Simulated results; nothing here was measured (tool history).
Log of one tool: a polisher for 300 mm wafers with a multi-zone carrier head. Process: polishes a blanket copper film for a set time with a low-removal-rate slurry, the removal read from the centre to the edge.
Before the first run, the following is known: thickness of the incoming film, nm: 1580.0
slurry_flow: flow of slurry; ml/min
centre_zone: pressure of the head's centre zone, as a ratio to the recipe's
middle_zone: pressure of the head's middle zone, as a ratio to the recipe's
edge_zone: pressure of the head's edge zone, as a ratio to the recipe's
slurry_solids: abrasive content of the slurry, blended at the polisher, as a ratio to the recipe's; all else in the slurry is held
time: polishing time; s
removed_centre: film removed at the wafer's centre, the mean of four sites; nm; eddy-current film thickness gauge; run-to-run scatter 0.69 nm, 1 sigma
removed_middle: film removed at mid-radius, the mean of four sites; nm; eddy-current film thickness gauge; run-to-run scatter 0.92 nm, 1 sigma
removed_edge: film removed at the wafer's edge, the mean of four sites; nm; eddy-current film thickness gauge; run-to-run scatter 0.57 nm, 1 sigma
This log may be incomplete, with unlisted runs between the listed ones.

run  hour  slurry_flow  centre_zone  middle_zone  edge_zone  slurry_solids  time  removed_centre  removed_middle  removed_edge
  1     0          315            1            1          1              1    71          142.75          140.39        137.88
  2   5.8          315            1         0.98       0.97            0.9    64          127.02          122.71        116.17
  3     8          315            1         0.98       0.97            1.1    64          131.34           124.9         124.6
  4  15.2          315         0.94         0.98       0.97            1.1    64          125.46          126.19        123.77
  5  16.1          315         0.94         1.06       0.97            1.1    64          127.22          136.92        123.44
  6  17.7          315         0.94         1.06       0.92            1.1    64          126.99          133.67        120.01
  7  19.8          310         0.97         0.96       0.82           0.85    44          82.996          80.797        75.488
  8  25.5          305         0.98         0.95       0.82           0.85    44          84.211          80.528        73.768
  9  29.5          300         0.98         0.93       0.82           0.85    44          83.077          78.984        74.396
 10  31.5          295         0.99         0.92       0.82           0.85    44          84.915          78.477        74.364
 11  37.4          295         0.99         0.91       0.82           0.85    44          84.794          75.687        74.225
 12  40.4          290         0.99         0.91       0.82           0.85    44           84.58          77.187        74.169
 13    43          290         0.99          0.9       0.82           0.85    44          83.519          77.397        74.712

Estimate the outcome of run 14 from the log above:
 14    45          270         1.01         0.87       0.81            0.7    43               ?               ?             ?

Run 14 gave removed_centre 80.013 nm, removed_middle 69.321 nm, removed_edge 69.724 nm.
